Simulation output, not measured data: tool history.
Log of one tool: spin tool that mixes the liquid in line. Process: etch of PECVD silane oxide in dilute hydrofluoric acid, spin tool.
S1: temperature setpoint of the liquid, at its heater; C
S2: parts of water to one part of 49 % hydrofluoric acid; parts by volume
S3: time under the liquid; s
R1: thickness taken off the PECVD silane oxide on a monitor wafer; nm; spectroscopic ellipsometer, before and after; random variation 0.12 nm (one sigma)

Run 1, hour 0: S1 21 C, S2 80 parts by volume, S3 15 s. Result: R1 3.8053 nm.
Run 2, hour 7.7: S1 21 C, S2 55 parts by volume, S3 15 s. Result: R1 5.741 nm.
Run 3, hour 16.1: S1 23 C, S2 55 parts by volume, S3 15 s. Result: R1 6.2216 nm.
Run 4, hour 17: S1 23 C, S2 70 parts by volume, S3 15 s. Result: R1 4.8503 nm.
Run 5, hour 24.4: S1 23 C, S2 55 parts by volume, S3 15 s. Result: R1 6.2016 nm.
Run 6, hour 32.3: S1 24 C, S2 50 parts by volume, S3 15 s. Result: R1 7.1443 nm.
Run 7, hour 41.1: S1 24.5 C, S2 45 parts by volume, S3 15 s. Result: R1 8.1351 nm.
Run 8, hour 46.7: S1 25 C, S2 45 parts by volume, S3 15 s. Result: R1 8.2893 nm.
Run 9, hour 55: S1 25.5 C, S2 45 parts by volume, S3 15 s. Result: R1 8.5213 nm.
Run 10, hour 61.8: S1 26 C, S2 45 parts by volume, S3 15 s. Result: R1 8.821 nm.
Run 11, hour 70.2: S1 26.5 C, S2 45 parts by volume, S3 15 s. Result: R1 8.8796 nm.
Run 12, hour 78.3: S1 27 C, S2 45 parts by volume, S3 15 s. Result: R1 9.1202 nm.

Run 13 is up next; what results do you expect?
Run 13, hour 81.9: S1 27.5 C, S2 45 parts by volume, S3 15 s. Result: R1 ?.

R1: 9.3733 nm
